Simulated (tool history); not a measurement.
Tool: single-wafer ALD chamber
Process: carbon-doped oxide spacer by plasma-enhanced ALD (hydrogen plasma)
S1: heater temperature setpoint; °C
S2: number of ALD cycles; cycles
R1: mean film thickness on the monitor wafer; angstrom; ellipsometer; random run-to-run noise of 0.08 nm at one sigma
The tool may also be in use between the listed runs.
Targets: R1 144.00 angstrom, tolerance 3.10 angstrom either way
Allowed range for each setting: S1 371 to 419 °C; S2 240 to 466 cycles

run,hour,S1,S2,R1
1,0.0,395,353,192.06
2,5.5,395,391,209.38
3,8.5,399,351,189.04
4,15.5,389,351,189.29
5,16.8,389,323,173.96
6,23.0,381,323,172.91
7,28.2,381,306,164.78
8,32.2,381,294,158.52
9,40.8,381,285,154.15
10,44.6,381,279,149.77
11,50.5,381,276,149.09
12,56.8,381,273,147.81

Below are 4 possible settings for the next run. Only one of them brings all results inside the allowed miss of their targets. Which is it?
A,63.1,377,250,?
B,63.1,371,268,?
C,63.1,377,256,?
D,63.1,373,284,?

move,R1
A,134.40
B,144.08
C,137.63
D,152.68
A: moves the result that the last run missed by most past its target, out the other side
B: all results land within tolerance of their targets
C: moves the result that the last run missed by most past its target, out the other side
D: moves away from the targets compared with the last run
Go with B: it meets all targets.

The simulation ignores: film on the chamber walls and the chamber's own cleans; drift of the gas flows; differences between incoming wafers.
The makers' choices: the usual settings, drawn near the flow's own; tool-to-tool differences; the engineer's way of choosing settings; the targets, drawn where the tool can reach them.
